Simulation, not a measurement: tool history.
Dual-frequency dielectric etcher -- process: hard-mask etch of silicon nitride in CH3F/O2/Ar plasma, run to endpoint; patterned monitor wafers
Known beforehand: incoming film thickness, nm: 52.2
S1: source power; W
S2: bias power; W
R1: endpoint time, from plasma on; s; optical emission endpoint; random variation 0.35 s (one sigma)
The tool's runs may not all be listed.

run 1 hour=0.0 | S1=300 S2=66 | R1=89.831
run 2 hour=2.7 | S1=340 S2=66 | R1=86.212
run 3 hour=5.6 | S1=340 S2=76 | R1=80.952
run 4 hour=6.2 | S1=290 S2=76 | R1=85.558
run 5 hour=11.5 | S1=350 S2=76 | R1=80.470
run 6 hour=13.9 | S1=370 S2=76 | R1=79.129
run 7 hour=20.8 | S1=330 S2=73 | R1=83.365

Run 8 is up next; what results do you expect?
run 8 hour=23.2 | S1=300 S2=71 | R1=?

Run 8 yielded R1 87.596 s.
